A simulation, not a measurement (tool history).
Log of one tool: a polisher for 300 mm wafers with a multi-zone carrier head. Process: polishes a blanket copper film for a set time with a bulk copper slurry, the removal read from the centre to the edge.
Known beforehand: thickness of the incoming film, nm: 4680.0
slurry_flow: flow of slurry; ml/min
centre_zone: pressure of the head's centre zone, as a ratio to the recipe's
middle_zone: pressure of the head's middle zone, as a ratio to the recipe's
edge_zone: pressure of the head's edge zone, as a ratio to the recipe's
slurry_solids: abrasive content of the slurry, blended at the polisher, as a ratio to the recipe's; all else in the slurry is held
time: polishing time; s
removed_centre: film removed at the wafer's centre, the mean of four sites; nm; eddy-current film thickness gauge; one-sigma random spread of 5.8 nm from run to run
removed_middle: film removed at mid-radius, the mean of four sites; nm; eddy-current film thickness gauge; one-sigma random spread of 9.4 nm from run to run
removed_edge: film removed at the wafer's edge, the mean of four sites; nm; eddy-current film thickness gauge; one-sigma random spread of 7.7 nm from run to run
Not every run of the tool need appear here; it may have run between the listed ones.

run 1 hour=0 | slurry_flow=175 centre_zone=1 middle_zone=1 edge_zone=1 slurry_solids=1 time=86 | removed_centre=644.25 removed_middle=632.72 removed_edge=633.54
run 2 hour=5.5 | slurry_flow=180 centre_zone=0.99 middle_zone=1.02 edge_zone=1.02 slurry_solids=1.05 time=87 | removed_centre=647.7 removed_middle=673.81 removed_edge=656.7
run 3 hour=7.8 | slurry_flow=185 centre_zone=0.99 middle_zone=1.03 edge_zone=1.04 slurry_solids=1.1 time=88 | removed_centre=673.07 removed_middle=695.77 removed_edge=684.07
run 4 hour=16.1 | slurry_flow=210 centre_zone=0.99 middle_zone=1.03 edge_zone=1.04 slurry_solids=1.1 time=88 | removed_centre=690.77 removed_middle=705.69 removed_edge=693.45
run 5 hour=19.6 | slurry_flow=240 centre_zone=0.99 middle_zone=1.03 edge_zone=1.04 slurry_solids=1.1 time=88 | removed_centre=702.1 removed_middle=717.55 removed_edge=709.37
run 6 hour=23.6 | slurry_flow=240 centre_zone=0.99 middle_zone=1.03 edge_zone=1.04 slurry_solids=1.1 time=76 | removed_centre=599.48 removed_middle=622.79 removed_edge=607.76
run 7 hour=31.5 | slurry_flow=240 centre_zone=0.98 middle_zone=1.04 edge_zone=1.05 slurry_solids=1.15 time=78 | removed_centre=623.8 removed_middle=659.78 removed_edge=630.34
run 8 hour=35.4 | slurry_flow=240 centre_zone=0.97 middle_zone=1.04 edge_zone=1.06 slurry_solids=1.2 time=80 | removed_centre=640.65 removed_middle=662.41 removed_edge=672.73

The next listed run, before its measurement:
run 9 hour=42.3 | slurry_flow=240 centre_zone=0.96 middle_zone=1.06 edge_zone=1.05 slurry_solids=1.2 time=82 | removed_centre=? removed_middle=? removed_edge=?

{"run 9": {"removed_centre": 650.33, "removed_middle": 712.17, "removed_edge": 669.45}}

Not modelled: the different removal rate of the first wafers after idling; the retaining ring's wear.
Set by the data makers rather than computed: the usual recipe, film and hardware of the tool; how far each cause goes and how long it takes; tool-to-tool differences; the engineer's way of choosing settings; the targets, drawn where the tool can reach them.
